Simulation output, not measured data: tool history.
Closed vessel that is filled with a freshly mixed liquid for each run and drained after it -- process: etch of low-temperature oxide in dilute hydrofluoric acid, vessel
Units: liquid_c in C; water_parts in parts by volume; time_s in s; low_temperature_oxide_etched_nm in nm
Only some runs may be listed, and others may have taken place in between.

run,day,liquid_c,water_parts,time_s,low_temperature_oxide_etched_nm
1,0.000,21.0,125,235,46.638
2,0.325,22.5,120,235,51.237
3,0.600,22.5,120,235,51.103
4,0.712,23.5,115,235,56.410
5,0.971,24.5,110,235,61.798
6,1.342,24.5,110,250,65.653
7,1.562,25.0,105,250,70.355
8,1.762,25.5,105,250,72.067
9,1.829,26.0,105,250,72.860
10,1.875,29.0,95,250,91.625

For run 11, what comes out?
11,2.029,28.5,95,250,?

For run 11 the tool returned low_temperature_oxide_etched_nm 89.990 nm.
